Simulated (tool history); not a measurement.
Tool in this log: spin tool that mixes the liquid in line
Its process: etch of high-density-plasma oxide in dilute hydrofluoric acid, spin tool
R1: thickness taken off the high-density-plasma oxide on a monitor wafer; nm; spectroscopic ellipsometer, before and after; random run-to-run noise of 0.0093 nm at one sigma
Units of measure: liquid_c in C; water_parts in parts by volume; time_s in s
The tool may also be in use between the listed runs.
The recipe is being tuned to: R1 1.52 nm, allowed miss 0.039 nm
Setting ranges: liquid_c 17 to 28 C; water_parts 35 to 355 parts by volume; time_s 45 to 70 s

Run 1, hour 0: liquid_c 20 C, water_parts 195 parts by volume, time_s 70 s. Result: R1 2.5321 nm.
Run 2, hour 2.9: liquid_c 20 C, water_parts 195 parts by volume, time_s 70 s. Result: R1 2.5656 nm.
Run 3, hour 10.1: liquid_c 20 C, water_parts 145 parts by volume, time_s 70 s. Result: R1 3.5938 nm.
Run 4, hour 16: liquid_c 19.5 C, water_parts 160 parts by volume, time_s 70 s. Result: R1 3.1475 nm.
Run 5, hour 23.6: liquid_c 19.5 C, water_parts 105 parts by volume, time_s 70 s. Result: R1 5.0942 nm.
Run 6, hour 30.1: liquid_c 19.5 C, water_parts 60 parts by volume, time_s 70 s. Result: R1 9.3139 nm.
Run 7, hour 33.5: liquid_c 19 C, water_parts 80 parts by volume, time_s 70 s. Result: R1 6.6515 nm.
Run 8, hour 41.3: liquid_c 19 C, water_parts 95 parts by volume, time_s 70 s. Result: R1 5.5638 nm.
Run 9, hour 48.6: liquid_c 19 C, water_parts 110 parts by volume, time_s 70 s. Result: R1 4.731 nm.
Run 10, hour 53.8: liquid_c 19 C, water_parts 110 parts by volume, time_s 70 s. Result: R1 4.6969 nm.
Run 11, hour 57.7: liquid_c 19 C, water_parts 120 parts by volume, time_s 70 s. Result: R1 4.2799 nm.
Run 12, hour 58.9: liquid_c 19 C, water_parts 130 parts by volume, time_s 70 s. Result: R1 3.8733 nm.
Run 13, hour 63: liquid_c 19 C, water_parts 130 parts by volume, time_s 70 s. Result: R1 3.9052 nm.
Run 14, hour 70.6: liquid_c 17 C, water_parts 210 parts by volume, time_s 70 s. Result: R1 2.0622 nm.

Exactly one of the 5 candidate moves below puts every result within its allowed miss. Which one?
Run A, hour 78.2: liquid_c 17.5 C, water_parts 170 parts by volume, time_s 70 s. Result: R1 ?.
Run B, hour 78.2: liquid_c 17 C, water_parts 105 parts by volume, time_s 45 s. Result: R1 ?.
Run C, hour 78.2: liquid_c 17 C, water_parts 240 parts by volume, time_s 60 s. Result: R1 ?.
Run D, hour 78.2: liquid_c 17 C, water_parts 150 parts by volume, time_s 70 s. Result: R1 ?.
Run E, hour 78.2: liquid_c 21.5 C, water_parts 170 parts by volume, time_s 70 s. Result: R1 ?.

move      R1
   A  2.7084
   B  2.9455
   C  1.5119
   D  3.0663
   E  3.1722
A: the biggest miss grows against the last run
B: the biggest miss grows against the last run
C: every result within its allowed miss
D: the biggest miss grows against the last run
E: the biggest miss grows against the last run
Move C is the one to make.
